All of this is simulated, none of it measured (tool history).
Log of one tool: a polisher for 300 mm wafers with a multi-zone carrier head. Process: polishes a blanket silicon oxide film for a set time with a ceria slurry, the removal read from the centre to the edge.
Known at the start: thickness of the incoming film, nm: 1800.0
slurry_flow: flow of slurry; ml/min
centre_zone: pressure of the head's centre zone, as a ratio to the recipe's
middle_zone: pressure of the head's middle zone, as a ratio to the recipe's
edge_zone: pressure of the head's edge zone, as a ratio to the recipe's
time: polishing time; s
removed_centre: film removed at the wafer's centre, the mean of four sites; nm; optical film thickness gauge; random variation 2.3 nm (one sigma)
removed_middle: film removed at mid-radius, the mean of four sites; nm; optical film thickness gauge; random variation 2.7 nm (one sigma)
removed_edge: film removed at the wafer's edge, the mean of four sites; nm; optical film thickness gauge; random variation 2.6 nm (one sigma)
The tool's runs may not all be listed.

Run 1, hour 0: slurry_flow 225 ml/min, centre_zone 1, middle_zone 1, edge_zone 1, time 49 s. Result: removed_centre 209.1 nm, removed_middle 203.33 nm, removed_edge 210.41 nm.
Run 2, hour 7.1: slurry_flow 235 ml/min, centre_zone 1.02, middle_zone 1.02, edge_zone 1.01, time 50 s. Result: removed_centre 216.74 nm, removed_middle 211 nm, removed_edge 220.38 nm.
Run 3, hour 14.9: slurry_flow 235 ml/min, centre_zone 1.02, middle_zone 1.09, edge_zone 1.01, time 50 s. Result: removed_centre 217.41 nm, removed_middle 225.45 nm, removed_edge 212.8 nm.
Run 4, hour 19.1: slurry_flow 235 ml/min, centre_zone 1.02, middle_zone 1.09, edge_zone 1.01, time 38 s. Result: removed_centre 164.88 nm, removed_middle 173.28 nm, removed_edge 165.06 nm.
Run 5, hour 22.4: slurry_flow 245 ml/min, centre_zone 1.04, middle_zone 1.09, edge_zone 1.02, time 40 s. Result: removed_centre 177.63 nm, removed_middle 179.79 nm, removed_edge 175.9 nm.
Run 6, hour 23.9: slurry_flow 250 ml/min, centre_zone 1.06, middle_zone 1.1, edge_zone 1.02, time 42 s. Result: removed_centre 192.43 nm, removed_middle 189.67 nm, removed_edge 184.37 nm.

Forecast run 7:
Run 7, hour 32.6: slurry_flow 255 ml/min, centre_zone 1.07, middle_zone 1.11, edge_zone 1.03, time 44 s. Result: removed_centre ?, removed_middle ?, removed_edge ?.

{"run 7": {"removed_centre": 201.19, "removed_middle": 200.83, "removed_edge": 194.13}}
